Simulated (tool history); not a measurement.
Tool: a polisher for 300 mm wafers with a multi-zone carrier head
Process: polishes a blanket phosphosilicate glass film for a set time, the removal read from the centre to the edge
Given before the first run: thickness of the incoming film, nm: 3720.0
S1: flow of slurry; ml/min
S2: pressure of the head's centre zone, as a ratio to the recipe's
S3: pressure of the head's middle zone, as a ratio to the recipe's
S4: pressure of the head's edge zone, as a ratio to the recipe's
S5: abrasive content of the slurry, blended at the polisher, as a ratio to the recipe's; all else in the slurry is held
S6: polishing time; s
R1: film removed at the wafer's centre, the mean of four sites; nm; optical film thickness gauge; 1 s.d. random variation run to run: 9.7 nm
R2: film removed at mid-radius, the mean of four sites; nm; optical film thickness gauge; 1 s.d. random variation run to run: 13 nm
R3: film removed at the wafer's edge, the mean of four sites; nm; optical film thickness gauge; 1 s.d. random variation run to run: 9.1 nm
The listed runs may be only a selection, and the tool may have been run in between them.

| run | hour | S1 | S2 | S3 | S4 | S5 | S6 | R1 | R2 | R3 |
|---|---|---|---|---|---|---|---|---|---|---|
| 1 | 0.0 | 175 | 1.00 | 1.00 | 1.00 | 1.00 | 75 | 843.52 | 811.64 | 817.18 |
| 2 | 3.6 | 180 | 0.99 | 1.00 | 1.02 | 1.05 | 75 | 847.02 | 863.09 | 851.36 |
| 3 | 5.8 | 180 | 0.99 | 1.00 | 1.02 | 1.05 | 62 | 713.28 | 682.17 | 703.05 |
| 4 | 10.2 | 180 | 0.98 | 0.99 | 1.04 | 1.10 | 63 | 721.03 | 745.25 | 731.36 |
| 5 | 11.4 | 170 | 0.98 | 0.97 | 1.06 | 1.10 | 66 | 758.86 | 742.82 | 777.41 |
| 6 | 13.3 | 170 | 0.98 | 1.01 | 1.06 | 1.10 | 66 | 757.28 | 755.79 | 773.32 |
| 7 | 21.9 | 165 | 0.97 | 0.99 | 1.08 | 1.15 | 67 | 785.62 | 787.94 | 810.90 |
| 8 | 24.5 | 160 | 0.96 | 0.97 | 1.09 | 1.20 | 68 | 795.91 | 786.31 | 847.34 |
| 9 | 28.5 | 165 | 0.95 | 0.96 | 1.10 | 1.25 | 68 | 792.80 | 811.72 | 874.20 |
| 10 | 34.4 | 170 | 0.95 | 0.95 | 1.11 | 1.30 | 68 | 807.25 | 809.02 | 876.94 |
| 11 | 41.1 | 170 | 0.94 | 0.95 | 1.12 | 1.30 | 69 | 826.49 | 816.82 | 903.61 |

Predict the results of run 12:
| 12 | 46.7 | 170 | 0.93 | 0.95 | 1.12 | 1.30 | 70 | ? | ? | ? |

R1: 835.89 nm
R2: 850.07 nm
R3: 918.09 nm

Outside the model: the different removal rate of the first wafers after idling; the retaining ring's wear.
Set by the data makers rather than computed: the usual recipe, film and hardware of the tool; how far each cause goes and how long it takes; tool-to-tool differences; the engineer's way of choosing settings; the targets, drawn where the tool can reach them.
